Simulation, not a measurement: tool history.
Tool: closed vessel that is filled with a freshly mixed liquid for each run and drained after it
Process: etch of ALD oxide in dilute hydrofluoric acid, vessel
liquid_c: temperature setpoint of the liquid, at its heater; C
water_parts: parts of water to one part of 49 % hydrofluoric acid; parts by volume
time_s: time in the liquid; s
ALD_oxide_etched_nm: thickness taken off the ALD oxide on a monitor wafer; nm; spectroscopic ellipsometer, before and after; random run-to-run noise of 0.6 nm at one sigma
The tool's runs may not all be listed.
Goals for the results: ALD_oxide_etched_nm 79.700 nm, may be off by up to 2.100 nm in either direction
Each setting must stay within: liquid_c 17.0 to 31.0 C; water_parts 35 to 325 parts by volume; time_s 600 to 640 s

run  hour  liquid_c  water_parts  time_s  ALD_oxide_etched_nm
  1   0.0      23.0          180     600               34.270
  2   1.6      24.0          170     600               37.841
  3   3.8      24.0          170     640               40.717
  4   5.6      24.5          160     640               44.820
  5  12.2      25.0          155     640               47.105
  6  15.2      25.5          150     640               49.441
  7  23.6      26.0          145     640               53.286
     30.2  -- thermometer replaced
  8  30.2      26.5          140     640               51.858
  9  35.9      27.0          130     640               57.606
 10  38.5      27.5          125     640               61.885
 11  46.7      31.0          105     640               86.168
 12  51.2      31.0          105     640               86.161
 13  55.5      30.0          105     640               82.781

Next run, 5 choices. One meets every target within its allowed miss, the rest don't. Which?
  A  59.8      29.5          100     630                    ?
  B  59.8      30.0          110     640                    ?
  C  59.8      29.0          100     640                    ?
  D  59.8      30.5          105     640                    ?
  E  59.8      31.0          105     640                    ?

move  ALD_oxide_etched_nm
   A               85.501
   B               79.340
   C               85.234
   D               85.273
   E               86.868
A: its largest miss is bigger than the last run's
B: hits every target within its allowed miss
C: its largest miss is bigger than the last run's
D: its largest miss is bigger than the last run's
E: its largest miss is bigger than the last run's
Answer: B

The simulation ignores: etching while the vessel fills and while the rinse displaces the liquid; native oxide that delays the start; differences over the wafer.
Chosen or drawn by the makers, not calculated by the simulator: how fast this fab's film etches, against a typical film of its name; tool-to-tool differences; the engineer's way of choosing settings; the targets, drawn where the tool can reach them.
